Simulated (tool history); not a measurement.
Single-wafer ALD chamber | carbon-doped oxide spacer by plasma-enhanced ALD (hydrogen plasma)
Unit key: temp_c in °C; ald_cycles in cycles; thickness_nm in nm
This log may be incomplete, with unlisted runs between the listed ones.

run    day  temp_c  ald_cycles  thickness_nm
  1      0     415         275        14.165
  2  0.379     418         253        12.906
  3  0.579     412         253        13.148
  4  0.746     415         238          12.2
  5    0.9     419         238        12.082
  6  0.975     419         270        13.759
  7  1.346     421         252        12.682
  8  1.483     423         240        12.071

Run 9 comes next. What will it give?
  9  1.65     424         231             ?

{"run 9": {"thickness_nm": 11.532}}
